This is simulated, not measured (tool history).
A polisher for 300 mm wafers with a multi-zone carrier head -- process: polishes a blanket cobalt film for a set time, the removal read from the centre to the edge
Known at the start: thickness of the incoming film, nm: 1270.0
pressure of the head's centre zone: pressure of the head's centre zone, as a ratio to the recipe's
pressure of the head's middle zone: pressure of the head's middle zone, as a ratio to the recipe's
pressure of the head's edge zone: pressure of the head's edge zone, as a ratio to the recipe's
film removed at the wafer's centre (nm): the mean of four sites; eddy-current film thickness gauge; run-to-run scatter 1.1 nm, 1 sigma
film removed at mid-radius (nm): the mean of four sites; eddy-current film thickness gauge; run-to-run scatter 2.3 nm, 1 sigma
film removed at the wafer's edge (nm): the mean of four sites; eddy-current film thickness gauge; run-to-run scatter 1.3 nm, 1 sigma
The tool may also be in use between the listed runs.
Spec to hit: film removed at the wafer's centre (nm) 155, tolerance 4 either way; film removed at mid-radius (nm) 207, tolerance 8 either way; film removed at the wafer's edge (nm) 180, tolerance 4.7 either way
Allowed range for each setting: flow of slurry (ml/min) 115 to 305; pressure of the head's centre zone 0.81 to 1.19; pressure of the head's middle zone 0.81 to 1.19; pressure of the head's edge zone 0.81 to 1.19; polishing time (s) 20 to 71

run	hour	flow of slurry (ml/min)	pressure of the head's centre zone	pressure of the head's middle zone	pressure of the head's edge zone	polishing time (s)	film removed at the wafer's centre (nm)	film removed at mid-radius (nm)	film removed at the wafer's edge (nm)
1	0	195	1	1	1	45	174.07	179.05	180.97
2	1.7	195	1	0.92	1	45	174.28	167.78	181.69
3	8.3	195	1	0.92	1	50	190.95	186.8	205.32
4	11.4	195	1	0.92	1.06	50	192.63	187.07	206.96
5	20.1	190	0.98	0.95	1.04	50	190.58	185.6	204.81
6	21.1	205	0.96	0.98	1.02	49	182.91	191.65	199.83
7	27.6	200	0.94	1	1	49	177.06	194.84	202.39
8	28.4	200	0.94	1.02	0.98	48	172.19	191.48	192.16
9	32	145	0.87	1.12	0.95	49	153.7	198.21	183.2
10	39.9	145	0.87	1.13	0.95	49	152.46	196.66	184.7
11	47.8	145	0.87	1.13	0.95	49	153.66	198.55	184.16

Consider the 4 candidate settings below. Which is the only one whose results all fall within their allowed miss of target?
A	55.7	165	0.85	1.14	1.03	48	?	?	?
B	55.7	145	0.86	0.98	1.02	49	?	?	?
C	55.7	120	0.86	1.14	0.95	53	?	?	?
D	55.7	120	0.88	1.16	0.85	52	?	?	?

move	film removed at the wafer's centre (nm)	film removed at mid-radius (nm)	film removed at the wafer's edge (nm)
A	152.92	205.53	192.47
B	152.96	182.34	192.04
C	156.56	210.09	193.55
D	157.23	208.88	180.42
A: the worst result of the last run now meets its target, but another is out of spec
B: further off than the last run
C: the worst result of the last run now meets its target, but another is out of spec
D: all results in spec
So the answer is move D, the one that meets all the targets.
